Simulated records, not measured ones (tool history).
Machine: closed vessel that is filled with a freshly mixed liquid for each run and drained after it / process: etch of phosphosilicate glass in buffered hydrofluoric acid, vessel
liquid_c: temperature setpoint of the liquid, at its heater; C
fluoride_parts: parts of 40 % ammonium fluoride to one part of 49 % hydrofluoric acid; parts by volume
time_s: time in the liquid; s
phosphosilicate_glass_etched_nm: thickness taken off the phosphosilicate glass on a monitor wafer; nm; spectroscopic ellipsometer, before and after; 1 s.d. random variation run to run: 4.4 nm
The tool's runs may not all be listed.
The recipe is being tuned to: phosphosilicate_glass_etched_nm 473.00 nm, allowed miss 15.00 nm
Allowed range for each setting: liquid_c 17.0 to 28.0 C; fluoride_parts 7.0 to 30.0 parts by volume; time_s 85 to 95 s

run,hour,liquid_c,fluoride_parts,time_s,phosphosilicate_glass_etched_nm
1,0.0,20.0,19.0,85,295.80
2,6.4,20.0,19.0,95,332.07
3,10.5,20.0,17.0,95,367.51
4,16.5,21.0,17.0,95,395.25
5,20.8,21.0,17.0,95,383.23
6,24.1,21.0,17.0,95,389.65
7,30.7,21.5,17.0,95,395.73
8,37.4,22.0,17.0,95,412.52
9,38.8,22.5,17.0,95,428.10
10,40.2,23.0,17.0,95,435.31
11,43.7,23.5,17.0,95,447.07

Of the 4 settings listed for the next run, only one would bring every result within its allowed miss of target. Which one?
A,47.2,25.0,17.5,95,?
B,47.2,23.0,14.5,95,?
C,47.2,23.5,16.5,90,?
D,47.2,22.5,14.0,95,?

move,phosphosilicate_glass_etched_nm
A,466.08
B,502.72
C,431.10
D,506.21
A: hits every target within its allowed miss
B: the result that was furthest off in the last run now lies on the other side of its target
C: further off than the last run
D: the result that was furthest off in the last run now lies on the other side of its target
A is the move that brings every result within its allowed miss.
